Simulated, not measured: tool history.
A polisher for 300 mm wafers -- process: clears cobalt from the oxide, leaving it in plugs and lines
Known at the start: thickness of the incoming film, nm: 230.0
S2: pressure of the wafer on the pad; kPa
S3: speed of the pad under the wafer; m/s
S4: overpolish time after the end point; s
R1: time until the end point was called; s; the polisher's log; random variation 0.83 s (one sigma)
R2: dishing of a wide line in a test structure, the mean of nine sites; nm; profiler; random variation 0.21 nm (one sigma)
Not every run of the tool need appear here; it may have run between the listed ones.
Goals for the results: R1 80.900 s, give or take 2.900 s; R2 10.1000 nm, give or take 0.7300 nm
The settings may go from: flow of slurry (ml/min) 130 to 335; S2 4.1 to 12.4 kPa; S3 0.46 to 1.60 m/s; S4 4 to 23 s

run 1 hour=0.0 | flow_of_slurry_(ml/min)=215 S2=8.3 S3=1.02 S4=12 | R1=69.821 R2=27.0200
run 2 hour=7.7 | flow_of_slurry_(ml/min)=215 S2=8.3 S3=1.02 S4=11 | R1=69.723 R2=25.5030
run 3 hour=15.9 | flow_of_slurry_(ml/min)=215 S2=8.3 S3=1.02 S4=10 | R1=70.903 R2=23.1480
run 4 hour=19.0 | flow_of_slurry_(ml/min)=215 S2=8.3 S3=1.02 S4=9 | R1=69.802 R2=21.9960
run 5 hour=19.7 | flow_of_slurry_(ml/min)=215 S2=8.3 S3=0.82 S4=9 | R1=85.643 R2=18.4070
run 6 hour=25.5 | flow_of_slurry_(ml/min)=215 S2=10.3 S3=0.82 S4=9 | R1=69.500 R2=21.4430
run 7 hour=31.5 | flow_of_slurry_(ml/min)=230 S2=10.3 S3=0.76 S4=8 | R1=72.870 R2=18.9690
run 8 hour=35.0 | flow_of_slurry_(ml/min)=245 S2=10.3 S3=0.72 S4=7 | R1=79.773 R2=16.6560
run 9 hour=38.6 | flow_of_slurry_(ml/min)=260 S2=10.3 S3=0.70 S4=7 | R1=79.857 R2=16.1710
run 10 hour=42.6 | flow_of_slurry_(ml/min)=320 S2=10.3 S3=0.58 S4=4 | R1=93.958 R2=8.7344
run 11 hour=44.9 | flow_of_slurry_(ml/min)=315 S2=11.0 S3=0.58 S4=4 | R1=87.462 R2=9.0564

Below are 4 possible settings for the next run. Only one of them brings all results inside the allowed miss of their targets. Which is it?
run A hour=47.2 | flow_of_slurry_(ml/min)=230 S2=8.3 S3=0.88 S4=4 | R1=? R2=?
run B hour=47.2 | flow_of_slurry_(ml/min)=300 S2=10.3 S3=0.58 S4=4 | R1=? R2=?
run C hour=47.2 | flow_of_slurry_(ml/min)=335 S2=10.3 S3=0.60 S4=5 | R1=? R2=?
run D hour=47.2 | flow_of_slurry_(ml/min)=310 S2=11.0 S3=0.60 S4=4 | R1=? R2=?

move=A R1=80.259 R2=10.0970
move=B R1=94.163 R2=8.7687
move=C R1=90.427 R2=11.0610
move=D R1=85.396 R2=9.5629
A: each result inside its tolerance
B: the biggest miss grows against the last run
C: the biggest miss grows against the last run
D: an improvement on the last run, though not all results are within tolerance
The right move is A.
